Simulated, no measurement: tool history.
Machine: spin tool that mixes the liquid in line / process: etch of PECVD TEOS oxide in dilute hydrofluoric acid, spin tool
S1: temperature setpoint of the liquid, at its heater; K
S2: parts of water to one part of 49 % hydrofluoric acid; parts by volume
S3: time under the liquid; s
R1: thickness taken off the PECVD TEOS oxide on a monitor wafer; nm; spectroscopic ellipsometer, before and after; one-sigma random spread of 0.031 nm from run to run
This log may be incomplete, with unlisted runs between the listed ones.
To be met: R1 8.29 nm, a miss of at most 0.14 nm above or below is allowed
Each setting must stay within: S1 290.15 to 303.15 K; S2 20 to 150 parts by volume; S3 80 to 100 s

{"run": 1, "hour": 0.0, "S1": 295.15, "S2": 85, "S3": 100, "R1": 9.3482}
{"run": 2, "hour": 4.4, "S1": 294.15, "S2": 85, "S3": 100, "R1": 9.0409}
{"run": 3, "hour": 11.0, "S1": 293.65, "S2": 85, "S3": 100, "R1": 8.8114}
{"run": 4, "hour": 19.4, "S1": 293.15, "S2": 85, "S3": 100, "R1": 8.6158}
{"run": 5, "hour": 20.8, "S1": 293.15, "S2": 95, "S3": 100, "R1": 7.6454}
{"run": 6, "hour": 26.1, "S1": 293.15, "S2": 80, "S3": 100, "R1": 9.1874}
{"run": 7, "hour": 27.2, "S1": 292.15, "S2": 80, "S3": 100, "R1": 8.8592}
{"run": 8, "hour": 34.9, "S1": 291.65, "S2": 80, "S3": 100, "R1": 8.6887}
{"run": 9, "hour": 37.5, "S1": 291.15, "S2": 80, "S3": 100, "R1": 8.4926}

Consider the 4 candidate settings below. Which is the only one whose results all fall within their allowed miss of target?
{"run": "A", "hour": 40.1, "S1": 292.65, "S2": 75, "S3": 85, "R1": "?"}
{"run": "B", "hour": 40.1, "S1": 292.65, "S2": 80, "S3": 95, "R1": "?"}
{"run": "C", "hour": 40.1, "S1": 290.15, "S2": 65, "S3": 85, "R1": "?"}
{"run": "D", "hour": 40.1, "S1": 290.15, "S2": 75, "S3": 100, "R1": "?"}

move=A R1=8.2819
move=B R1=8.6283
move=C R1=8.6895
move=D R1=8.764
A: all results in spec
B: moves away from the targets compared with the last run
C: moves away from the targets compared with the last run
D: moves away from the targets compared with the last run
Move A is the one to make.

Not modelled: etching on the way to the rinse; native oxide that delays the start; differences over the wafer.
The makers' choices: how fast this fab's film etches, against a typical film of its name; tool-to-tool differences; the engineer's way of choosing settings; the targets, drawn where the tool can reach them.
